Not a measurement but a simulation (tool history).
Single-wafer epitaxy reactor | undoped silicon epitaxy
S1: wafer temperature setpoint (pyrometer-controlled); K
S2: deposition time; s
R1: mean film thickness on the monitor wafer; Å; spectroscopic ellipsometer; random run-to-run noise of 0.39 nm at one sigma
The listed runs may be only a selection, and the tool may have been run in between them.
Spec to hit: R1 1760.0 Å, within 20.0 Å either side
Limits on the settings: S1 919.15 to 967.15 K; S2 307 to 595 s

| run | hour | S1 | S2 | R1 |
|---|---|---|---|---|
| 1 | 0.0 | 943.15 | 451 | 1107.0 |
| 2 | 7.5 | 948.15 | 451 | 1245.6 |
| 3 | 10.2 | 951.15 | 451 | 1334.8 |
| 4 | 13.6 | 954.15 | 451 | 1434.3 |
| 5 | 14.6 | 954.15 | 493 | 1569.3 |
| 6 | 18.4 | 955.15 | 493 | 1597.8 |
| 7 | 24.9 | 956.15 | 493 | 1635.7 |
| 8 | 28.5 | 957.15 | 493 | 1677.0 |
| 9 | 33.8 | 957.15 | 493 | 1678.9 |
| 10 | 36.4 | 958.15 | 493 | 1717.4 |

Below are 4 possible settings for the next run. Only one of them brings all results inside the allowed miss of their targets. Which is it?
| A | 39.0 | 953.15 | 541 | ? |
| B | 39.0 | 958.15 | 485 | ? |
| C | 39.0 | 965.15 | 432 | ? |
| D | 39.0 | 962.15 | 474 | ? |

| move | R1 |
|---|---|
| A | 1679.2 |
| B | 1689.6 |
| C | 1765.0 |
| D | 1809.3 |
A: moves away from the targets compared with the last run
B: moves away from the targets compared with the last run
C: all results land within tolerance of their targets
D: carries the result that was furthest off beyond its target, to the other side
C meets every target.
